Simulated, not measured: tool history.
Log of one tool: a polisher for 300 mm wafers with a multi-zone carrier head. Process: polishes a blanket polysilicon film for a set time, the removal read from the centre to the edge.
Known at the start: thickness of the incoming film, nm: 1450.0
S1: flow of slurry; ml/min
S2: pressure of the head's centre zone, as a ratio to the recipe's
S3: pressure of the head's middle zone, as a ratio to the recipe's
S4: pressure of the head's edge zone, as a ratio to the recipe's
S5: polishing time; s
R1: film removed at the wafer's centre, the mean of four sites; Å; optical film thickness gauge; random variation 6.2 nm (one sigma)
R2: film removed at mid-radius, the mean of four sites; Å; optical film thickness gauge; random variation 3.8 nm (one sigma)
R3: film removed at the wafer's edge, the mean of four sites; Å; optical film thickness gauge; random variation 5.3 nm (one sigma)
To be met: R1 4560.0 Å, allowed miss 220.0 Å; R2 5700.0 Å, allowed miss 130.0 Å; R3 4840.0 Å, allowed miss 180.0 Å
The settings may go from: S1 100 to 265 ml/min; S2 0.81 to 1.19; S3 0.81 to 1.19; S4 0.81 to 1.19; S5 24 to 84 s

| run | hour | S1 | S2 | S3 | S4 | S5 | R1 | R2 | R3 |
|---|---|---|---|---|---|---|---|---|---|
| 1 | 0.0 | 170 | 1.00 | 1.00 | 1.00 | 54 | 4020.6 | 4186.3 | 4359.6 |
| 2 | 4.0 | 155 | 1.00 | 1.00 | 1.00 | 54 | 3874.8 | 4074.9 | 4242.6 |
| 3 | 9.9 | 180 | 0.99 | 1.05 | 0.99 | 54 | 3971.5 | 4417.6 | 4288.5 |
| 4 | 12.6 | 200 | 0.99 | 1.09 | 1.01 | 55 | 4193.2 | 4750.6 | 4469.6 |
| 5 | 14.4 | 200 | 0.99 | 1.09 | 1.09 | 55 | 4173.0 | 4734.5 | 4627.0 |
| 6 | 21.8 | 200 | 0.99 | 1.09 | 1.13 | 55 | 4133.9 | 4754.7 | 4732.8 |
| 7 | 26.0 | 215 | 0.98 | 1.12 | 1.11 | 56 | 4305.0 | 5006.1 | 4838.4 |
| 8 | 28.8 | 220 | 0.97 | 1.14 | 1.07 | 57 | 4278.0 | 5135.7 | 4850.4 |
| 9 | 32.7 | 220 | 0.97 | 1.14 | 1.07 | 57 | 4323.4 | 5069.5 | 4788.2 |
| 10 | 34.7 | 215 | 0.95 | 1.15 | 1.01 | 59 | 4468.2 | 5371.5 | 4874.0 |
| 11 | 43.1 | 220 | 0.94 | 1.16 | 0.99 | 59 | 4252.3 | 5403.5 | 4836.2 |

Which of these 5 next moves meets every target?
| A | 51.5 | 230 | 0.86 | 1.16 | 0.93 | 61 | ? | ? | ? |
| B | 51.5 | 205 | 0.93 | 1.05 | 1.05 | 64 | ? | ? | ? |
| C | 51.5 | 255 | 0.96 | 1.12 | 0.96 | 60 | ? | ? | ? |
| D | 51.5 | 240 | 0.97 | 1.19 | 0.98 | 60 | ? | ? | ? |
| E | 51.5 | 200 | 0.94 | 1.09 | 1.04 | 63 | ? | ? | ? |

| move | R1 | R2 | R3 |
|---|---|---|---|
| A | 4045.5 | 5708.4 | 4816.4 |
| B | 4502.3 | 5408.2 | 5299.9 |
| C | 4501.5 | 5515.1 | 4857.9 |
| D | 4513.3 | 5768.1 | 4874.1 |
| E | 4461.8 | 5475.5 | 5175.3 |
A: brings the result that was furthest off to its target, and leaves another outside
B: further off than the last run
C: nearer than the last run, and not there yet
D: meets every target
E: nearer than the last run, and not there yet
Answer: D
